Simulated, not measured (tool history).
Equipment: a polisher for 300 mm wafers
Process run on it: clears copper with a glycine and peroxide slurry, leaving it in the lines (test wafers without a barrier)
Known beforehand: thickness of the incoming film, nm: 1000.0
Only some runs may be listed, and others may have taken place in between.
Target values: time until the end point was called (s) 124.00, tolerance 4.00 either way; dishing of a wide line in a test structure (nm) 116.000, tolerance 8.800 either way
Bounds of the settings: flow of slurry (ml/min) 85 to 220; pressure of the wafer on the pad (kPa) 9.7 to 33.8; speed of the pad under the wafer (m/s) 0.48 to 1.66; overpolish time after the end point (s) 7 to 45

| run | day | flow of slurry (ml/min) | pressure of the wafer on the pad (kPa) | speed of the pad under the wafer (m/s) | overpolish time after the end point (s) | time until the end point was called (s) | dishing of a wide line in a test structure (nm) |
|---|---|---|---|---|---|---|---|
| 1 | 0.000 | 140 | 21.4 | 1.06 | 23 | 146.60 | 76.604 |
| 2 | 0.096 | 145 | 22.8 | 1.06 | 26 | 144.13 | 90.471 |
| 3 | 0.408 | 145 | 22.8 | 1.06 | 31 | 144.19 | 100.230 |
| 4 | 0.771 | 150 | 24.1 | 1.06 | 31 | 136.12 | 103.520 |
| 5 | 0.888 | 155 | 24.8 | 1.06 | 32 | 133.24 | 108.760 |
| 6 | 1.079 | 155 | 25.5 | 1.06 | 32 | 129.21 | 108.190 |
| 7 | 1.375 | 155 | 25.5 | 1.06 | 33 | 130.13 | 110.760 |
| 8 | 1.546 | 155 | 26.2 | 1.06 | 33 | 128.86 | 112.650 |
| 9 | 1.879 | 160 | 26.2 | 1.06 | 33 | 129.15 | 115.730 |

Below are 5 possible settings for the next run. Only one of them brings all results inside the allowed miss of their targets. Which is it?
| A | 2.212 | 160 | 25.5 | 1.24 | 31 | ? | ? |
| B | 2.212 | 155 | 26.2 | 1.20 | 33 | ? | ? |
| C | 2.212 | 170 | 29.6 | 1.08 | 22 | ? | ? |
| D | 2.212 | 110 | 29.6 | 1.18 | 22 | ? | ? |
| E | 2.212 | 180 | 29.6 | 1.00 | 31 | ? | ? |

| move | time until the end point was called (s) | dishing of a wide line in a test structure (nm) |
|---|---|---|
| A | 115.39 | 113.260 |
| B | 117.34 | 116.660 |
| C | 116.57 | 91.489 |
| D | 118.19 | 90.352 |
| E | 123.50 | 110.770 |
A: takes the result that was furthest off past its target
B: takes the result that was furthest off past its target
C: takes the result that was furthest off past its target
D: takes the result that was furthest off past its target
E: each result inside its tolerance
Move E is the one to make.
